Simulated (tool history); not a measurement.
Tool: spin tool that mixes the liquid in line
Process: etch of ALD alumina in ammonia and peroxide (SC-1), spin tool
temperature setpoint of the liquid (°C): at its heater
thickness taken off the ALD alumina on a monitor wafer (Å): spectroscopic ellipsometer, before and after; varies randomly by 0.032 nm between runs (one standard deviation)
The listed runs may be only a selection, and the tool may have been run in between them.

| run | hour | temperature setpoint of the liquid (°C) | parts of 29 % ammonia solution to one part of 30 % peroxide (parts by volume) | time under the liquid (s) | thickness taken off the ALD alumina on a monitor wafer (Å) |
|---|---|---|---|---|---|
| 1 | 0.0 | 46.0 | 0.85 | 60 | 19.298 |
| 2 | 8.9 | 50.5 | 0.85 | 60 | 24.424 |
| 3 | 9.6 | 52.0 | 0.85 | 60 | 26.916 |
| 4 | 12.0 | 53.0 | 0.85 | 60 | 28.126 |
| 5 | 17.9 | 54.0 | 0.85 | 60 | 29.695 |
| 6 | 19.4 | 54.0 | 1.10 | 60 | 30.290 |
| 7 | 21.3 | 55.0 | 1.10 | 60 | 32.016 |

Run 8 is up next; what results do you expect?
| 8 | 29.9 | 55.5 | 1.10 | 60 | ? |

Run 8 produced thickness taken off the ALD alumina on a monitor wafer (Å) 32.817.
